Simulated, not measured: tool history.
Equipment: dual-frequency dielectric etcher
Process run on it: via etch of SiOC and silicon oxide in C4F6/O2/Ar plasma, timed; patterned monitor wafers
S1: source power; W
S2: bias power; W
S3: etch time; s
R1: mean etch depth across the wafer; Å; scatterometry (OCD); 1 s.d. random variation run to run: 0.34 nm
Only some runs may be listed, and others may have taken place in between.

run	day	S1	S2	S3	R1
1	0.000	490	214	76.0	987.21
2	0.362	490	214	79.5	1032.90
3	0.462	430	186	78.5	901.38
4	0.762	430	186	79.5	910.18
5	0.942	430	203	79.5	953.97
6	1.279	390	181	79.0	860.56

What will run 7 give?
7	1.638	360	168	78.5	?

Logged for run 7: R1 800.90 Å.
